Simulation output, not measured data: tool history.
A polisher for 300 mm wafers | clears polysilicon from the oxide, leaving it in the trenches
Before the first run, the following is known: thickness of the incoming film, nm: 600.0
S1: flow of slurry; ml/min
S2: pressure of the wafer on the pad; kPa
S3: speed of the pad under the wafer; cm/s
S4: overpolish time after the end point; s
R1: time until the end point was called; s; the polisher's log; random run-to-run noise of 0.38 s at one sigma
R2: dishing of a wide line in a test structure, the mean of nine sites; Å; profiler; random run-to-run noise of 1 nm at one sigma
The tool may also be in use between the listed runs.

| run | hour | S1 | S2 | S3 | S4 | R1 | R2 |
|---|---|---|---|---|---|---|---|
| 1 | 0.0 | 240 | 18.6 | 106 | 14 | 33.355 | 592.06 |
| 2 | 5.9 | 265 | 18.6 | 106 | 14 | 33.502 | 573.04 |
| 3 | 14.4 | 245 | 18.6 | 106 | 14 | 33.089 | 600.68 |
| 4 | 20.1 | 245 | 22.8 | 106 | 14 | 27.560 | 578.08 |
| 5 | 20.7 | 245 | 22.8 | 80 | 14 | 35.934 | 574.25 |
|  | 22.6 | head pressure recalibrated |
| 6 | 22.6 | 245 | 22.8 | 80 | 10 | 38.326 | 543.78 |
| 7 | 26.6 | 245 | 23.4 | 82 | 11 | 35.525 | 558.02 |

The next listed run, before its measurement:
| 8 | 28.6 | 245 | 28.3 | 90 | 9 | ? | ? |

Run 8 came out at R1 28.155 s, R2 558.65 Å.

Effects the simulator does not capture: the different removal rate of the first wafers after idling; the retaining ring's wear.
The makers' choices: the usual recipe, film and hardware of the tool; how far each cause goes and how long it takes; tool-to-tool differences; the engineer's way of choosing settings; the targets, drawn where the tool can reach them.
